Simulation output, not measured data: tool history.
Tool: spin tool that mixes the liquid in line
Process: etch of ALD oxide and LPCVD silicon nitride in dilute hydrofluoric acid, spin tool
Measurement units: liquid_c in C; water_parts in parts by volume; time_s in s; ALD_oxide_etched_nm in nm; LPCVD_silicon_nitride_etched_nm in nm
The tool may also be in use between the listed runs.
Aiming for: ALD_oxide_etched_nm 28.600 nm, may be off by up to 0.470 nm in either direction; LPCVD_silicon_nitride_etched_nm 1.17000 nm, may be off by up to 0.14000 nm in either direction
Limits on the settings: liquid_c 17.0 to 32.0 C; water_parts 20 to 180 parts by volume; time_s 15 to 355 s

run,hour,liquid_c,water_parts,time_s,ALD_oxide_etched_nm,LPCVD_silicon_nitride_etched_nm
1,0.0,24.0,100,180,23.400,0.90313
2,0.5,24.0,135,180,16.636,0.68286
3,8.2,26.0,125,180,19.674,0.86285
4,10.2,29.5,125,180,22.364,1.05260
5,12.5,29.5,105,180,27.464,1.18420
6,18.1,32.0,105,180,30.329,1.58430
7,19.0,30.5,100,180,30.256,1.51950
8,24.0,27.0,90,180,29.891,1.26650
9,29.2,26.5,90,180,29.334,1.17870

Exactly one of the 4 candidate moves below puts every result within its allowed miss. Which one?
A,34.4,27.5,95,190,?,?
B,34.4,24.0,80,165,?,?
C,34.4,25.0,110,235,?,?
D,34.4,22.5,55,130,?,?

move,ALD_oxide_etched_nm,LPCVD_silicon_nitride_etched_nm
A,29.987,1.32550
B,27.476,1.08570
C,28.517,1.20560
D,30.571,1.11700
A: the biggest miss grows against the last run
B: the result that was furthest off in the last run now lies on the other side of its target
C: in spec on every target
D: the biggest miss grows against the last run
Go with C: it meets all targets.
